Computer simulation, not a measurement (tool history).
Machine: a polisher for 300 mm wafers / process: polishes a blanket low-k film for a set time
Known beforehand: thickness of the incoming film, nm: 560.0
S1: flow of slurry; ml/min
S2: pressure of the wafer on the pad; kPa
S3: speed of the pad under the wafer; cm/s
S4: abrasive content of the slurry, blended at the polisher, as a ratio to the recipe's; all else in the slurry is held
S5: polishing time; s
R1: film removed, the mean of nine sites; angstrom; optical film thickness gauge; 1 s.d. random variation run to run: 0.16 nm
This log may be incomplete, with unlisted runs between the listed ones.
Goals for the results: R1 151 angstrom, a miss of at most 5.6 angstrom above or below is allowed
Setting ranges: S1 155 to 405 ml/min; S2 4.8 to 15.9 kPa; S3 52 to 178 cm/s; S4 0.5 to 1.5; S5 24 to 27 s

run	hour	S1	S2	S3	S4	S5	R1
1	0	260	10.3	114	1	27	106.16
2	2.6	260	10.3	114	1	24	93.235
3	10.2	260	11.7	114	1	24	105.05
4	13.3	260	11.7	114	1	24	105.41
5	18.1	260	12.4	116	1	24	112.87
6	20.9	260	12.4	116	0.85	24	106.86
7	29.5	260	15.2	120	0.85	24	131.38
8	31.5	260	15.2	122	0.85	24	132.87
9	35.7	260	15.2	124	0.85	24	136.12
10	39.9	260	15.2	126	0.85	24	139.98
11	44.3	260	15.9	128	0.85	24	141.17

Which one of the following 4 next-run settings gets every result inside its allowed miss? There is exactly one.
A	48.7	290	15.9	134	0.8	25	?
B	48.7	205	15.2	122	0.95	24	?
C	48.7	210	15.2	126	0.8	24	?
D	48.7	170	15.2	136	0.7	24	?

move	R1
A	152.36
B	134.88
C	131.68
D	132
A: all results land within tolerance of their targets
B: the biggest miss grows against the last run
C: the biggest miss grows against the last run
D: the biggest miss grows against the last run
Go with A: it meets all targets.

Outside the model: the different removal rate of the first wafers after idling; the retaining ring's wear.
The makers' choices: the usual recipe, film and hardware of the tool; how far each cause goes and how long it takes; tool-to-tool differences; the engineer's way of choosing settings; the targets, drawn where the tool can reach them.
